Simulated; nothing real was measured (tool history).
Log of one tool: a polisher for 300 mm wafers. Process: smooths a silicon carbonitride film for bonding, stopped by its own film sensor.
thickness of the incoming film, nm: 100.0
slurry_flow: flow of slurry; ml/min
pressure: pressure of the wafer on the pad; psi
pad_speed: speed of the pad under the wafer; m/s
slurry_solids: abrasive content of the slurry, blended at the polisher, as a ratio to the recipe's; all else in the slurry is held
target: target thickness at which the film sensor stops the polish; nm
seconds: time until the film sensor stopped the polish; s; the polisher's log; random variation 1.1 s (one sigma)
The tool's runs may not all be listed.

{"run": 1, "day": 0.0, "slurry_flow": 280, "pressure": 2.7, "pad_speed": 0.88, "slurry_solids": 1, "target": 80, "seconds": 73.035}
{"run": 2, "day": 0.208, "slurry_flow": 280, "pressure": 2.7, "pad_speed": 0.88, "slurry_solids": 1.1, "target": 80, "seconds": 70.593}
{"run": 3, "day": 0.521, "slurry_flow": 280, "pressure": 2.3, "pad_speed": 0.88, "slurry_solids": 1.1, "target": 80, "seconds": 81.924}
{"run": 4, "day": 0.662, "slurry_flow": 280, "pressure": 2.3, "pad_speed": 0.88, "slurry_solids": 1.1, "target": 79, "seconds": 87.904}
{"run": 5, "day": 0.925, "slurry_flow": 280, "pressure": 2.3, "pad_speed": 1.06, "slurry_solids": 1.1, "target": 79, "seconds": 75.76}
{"run": 6, "day": 1.062, "slurry_flow": 280, "pressure": 2.3, "pad_speed": 1.06, "slurry_solids": 1.1, "target": 79, "seconds": 75.565}
{"run": 7, "day": 1.371, "slurry_flow": 280, "pressure": 2.3, "pad_speed": 1.06, "slurry_solids": 1.1, "target": 79, "seconds": 74.787}

Run 8 comes next. What will it give?
{"run": 8, "day": 1.425, "slurry_flow": 280, "pressure": 2, "pad_speed": 1.04, "slurry_solids": 1.1, "target": 79, "seconds": "?"}

Run 8 gave seconds 87.16 s.

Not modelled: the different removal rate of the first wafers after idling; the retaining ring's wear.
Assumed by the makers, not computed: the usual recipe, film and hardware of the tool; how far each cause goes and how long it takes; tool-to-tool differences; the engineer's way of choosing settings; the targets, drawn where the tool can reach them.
